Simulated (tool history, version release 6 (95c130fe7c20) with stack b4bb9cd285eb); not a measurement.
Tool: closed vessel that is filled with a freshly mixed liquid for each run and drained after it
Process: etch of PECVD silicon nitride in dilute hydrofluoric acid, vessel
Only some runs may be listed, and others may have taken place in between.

run,hour,temperature setpoint of the liquid (K),parts of water to one part of 49 % hydrofluoric acid (parts by volume),time in the liquid (s),thickness taken off the PECVD silicon nitride on a monitor wafer (angstrom)
1,0.0,295.15,215,900,219.83
2,5.9,295.15,215,705,169.66
3,14.8,293.65,215,705,155.11
4,15.6,293.65,165,705,201.05
5,18.1,293.65,90,705,356.75
6,21.5,293.65,90,705,359.51

For run 7, what comes out?
7,23.2,293.15,90,705,?

thickness taken off the PECVD silicon nitride on a monitor wafer (angstrom): 350.65
